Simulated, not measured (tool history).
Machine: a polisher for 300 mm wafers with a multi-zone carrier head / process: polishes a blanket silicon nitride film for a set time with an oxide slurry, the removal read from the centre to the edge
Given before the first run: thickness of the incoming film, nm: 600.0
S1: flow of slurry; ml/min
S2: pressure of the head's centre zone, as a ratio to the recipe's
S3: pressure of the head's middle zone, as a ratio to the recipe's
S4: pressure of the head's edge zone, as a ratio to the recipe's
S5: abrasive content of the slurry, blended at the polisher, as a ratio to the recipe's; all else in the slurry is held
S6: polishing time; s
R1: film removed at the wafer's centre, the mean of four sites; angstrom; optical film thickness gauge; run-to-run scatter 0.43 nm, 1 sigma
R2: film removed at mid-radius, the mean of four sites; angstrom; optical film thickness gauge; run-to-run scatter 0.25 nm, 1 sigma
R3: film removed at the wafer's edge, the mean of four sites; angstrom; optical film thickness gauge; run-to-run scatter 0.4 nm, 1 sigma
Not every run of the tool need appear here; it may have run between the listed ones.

{"run": 1, "hour": 0.0, "S1": 230, "S2": 1, "S3": 1, "S4": 1, "S5": 1, "S6": 59, "R1": 267.86, "R2": 267.96, "R3": 267.39}
{"run": 2, "hour": 5.4, "S1": 245, "S2": 1.06, "S3": 1, "S4": 1.03, "S5": 1.05, "S6": 59, "R1": 298.44, "R2": 274.31, "R3": 273.98}
{"run": 3, "hour": 10.3, "S1": 250, "S2": 1.08, "S3": 1, "S4": 1.06, "S5": 1.1, "S6": 59, "R1": 303.23, "R2": 284.32, "R3": 285.11}
{"run": 4, "hour": 11.9, "S1": 250, "S2": 1.08, "S3": 1, "S4": 1.1, "S5": 1.1, "S6": 59, "R1": 304.36, "R2": 282.8, "R3": 294.77}
{"run": 5, "hour": 15.9, "S1": 260, "S2": 1.11, "S3": 0.99, "S4": 1.1, "S5": 1.15, "S6": 59, "R1": 314.76, "R2": 288.96, "R3": 298.8}
{"run": 6, "hour": 22.1, "S1": 260, "S2": 1.11, "S3": 0.99, "S4": 1.1, "S5": 1.3, "S6": 59, "R1": 341.22, "R2": 303.26, "R3": 320.9}
{"run": 7, "hour": 27.3, "S1": 265, "S2": 1.13, "S3": 0.99, "S4": 1.09, "S5": 1.3, "S6": 59, "R1": 342.91, "R2": 306.94, "R3": 306.39}

Run 8 has not been measured yet. What should we expect?
{"run": 8, "hour": 28.3, "S1": 260, "S2": 1.15, "S3": 0.97, "S4": 1.09, "S5": 1.35, "S6": 59, "R1": "?", "R2": "?", "R3": "?"}

{"run 8": {"R1": 355.79, "R2": 304.7, "R3": 315.98}}

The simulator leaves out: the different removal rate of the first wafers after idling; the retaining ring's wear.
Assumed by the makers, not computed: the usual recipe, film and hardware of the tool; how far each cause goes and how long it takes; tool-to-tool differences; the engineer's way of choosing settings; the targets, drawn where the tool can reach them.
